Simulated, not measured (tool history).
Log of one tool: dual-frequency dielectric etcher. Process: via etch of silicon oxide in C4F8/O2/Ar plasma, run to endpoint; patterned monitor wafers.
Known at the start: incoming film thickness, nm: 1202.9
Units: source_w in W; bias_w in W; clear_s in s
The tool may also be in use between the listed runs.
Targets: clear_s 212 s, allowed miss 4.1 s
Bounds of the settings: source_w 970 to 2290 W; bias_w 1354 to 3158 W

| run | hour | source_w | bias_w | clear_s |
|---|---|---|---|---|
| 1 | 0 | 1630 | 2256 | 242.21 |
| 2 | 1.5 | 1340 | 2256 | 263.56 |
| 3 | 8.9 | 1430 | 2279 | 256.93 |
| 4 | 16.9 | 1430 | 2612 | 245.77 |
| 5 | 22.3 | 1490 | 2628 | 243.25 |
| 6 | 28.8 | 1550 | 2647 | 236.1 |
|  | 30.7 | bias power generator calibrated |
| 7 | 30.7 | 1590 | 2658 | 233.65 |
| 8 | 36.6 | 1630 | 2668 | 231.17 |
| 9 | 41.1 | 1670 | 2678 | 226.74 |
| 10 | 46 | 1670 | 2678 | 226.08 |
| 11 | 47.3 | 1690 | 2683 | 227.35 |
| 12 | 51.1 | 1720 | 2692 | 222.67 |
| 13 | 52.2 | 1740 | 2696 | 221.77 |
| 14 | 58.5 | 1760 | 2700 | 220.98 |
| 15 | 63.1 | 1780 | 2704 | 220.32 |
| 16 | 69.5 | 1800 | 2708 | 218.5 |
| 17 | 76.6 | 1810 | 2711 | 221.76 |
| 18 | 84.7 | 1830 | 2719 | 216.53 |
| 19 | 89 | 1840 | 2721 | 216.83 |

5 next moves are on the table. One of them brings every result within its allowed miss. Which?
| A | 93.3 | 1740 | 2719 | ? |
| B | 93.3 | 2110 | 2805 | ? |
| C | 93.3 | 2060 | 3055 | ? |
| D | 93.3 | 2260 | 2600 | ? |
| E | 93.3 | 1940 | 2795 | ? |

| move | clear_s |
|---|---|
| A | 222.04 |
| B | 203.27 |
| C | 200.3 |
| D | 201.86 |
| E | 210.62 |
A: further off than the last run
B: takes the result that was furthest off past its target
C: takes the result that was furthest off past its target
D: takes the result that was furthest off past its target
E: meets every target
Answer: E
